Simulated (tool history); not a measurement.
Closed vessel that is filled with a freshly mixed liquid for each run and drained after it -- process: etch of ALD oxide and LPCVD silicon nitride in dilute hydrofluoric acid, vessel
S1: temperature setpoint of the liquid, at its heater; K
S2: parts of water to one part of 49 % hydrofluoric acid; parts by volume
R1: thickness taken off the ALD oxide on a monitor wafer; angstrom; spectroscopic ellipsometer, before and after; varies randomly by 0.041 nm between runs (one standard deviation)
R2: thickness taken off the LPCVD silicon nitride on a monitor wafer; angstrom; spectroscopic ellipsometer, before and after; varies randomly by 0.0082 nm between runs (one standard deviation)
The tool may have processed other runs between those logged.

run 1 hour=0.0 | S1=298.15 S2=70 time_in_the_liquid_(s)=60 | R1=155.460 R2=5.0089
run 2 hour=1.1 | S1=298.15 S2=70 time_in_the_liquid_(s)=80 | R1=206.470 R2=6.2958
run 3 hour=3.5 | S1=298.15 S2=70 time_in_the_liquid_(s)=55 | R1=141.980 R2=4.3819
run 4 hour=8.5 | S1=298.15 S2=70 time_in_the_liquid_(s)=40 | R1=101.860 R2=3.2882
run 5 hour=17.2 | S1=298.15 S2=80 time_in_the_liquid_(s)=40 | R1=89.988 R2=2.6143
run 6 hour=25.7 | S1=298.15 S2=95 time_in_the_liquid_(s)=40 | R1=74.693 R2=2.3002
run 7 hour=26.9 | S1=296.65 S2=100 time_in_the_liquid_(s)=40 | R1=66.025 R2=2.2314
run 8 hour=29.9 | S1=293.15 S2=105 time_in_the_liquid_(s)=35 | R1=46.866 R2=1.2856
run 9 hour=30.9 | S1=293.65 S2=105 time_in_the_liquid_(s)=35 | R1=48.196 R2=1.3636

Estimate the outcome of run 10 from the log above:
run 10 hour=33.3 | S1=294.15 S2=105 time_in_the_liquid_(s)=35 | R1=? R2=?

Run 10 yielded R1 48.100 angstrom, R2 1.5802 angstrom.
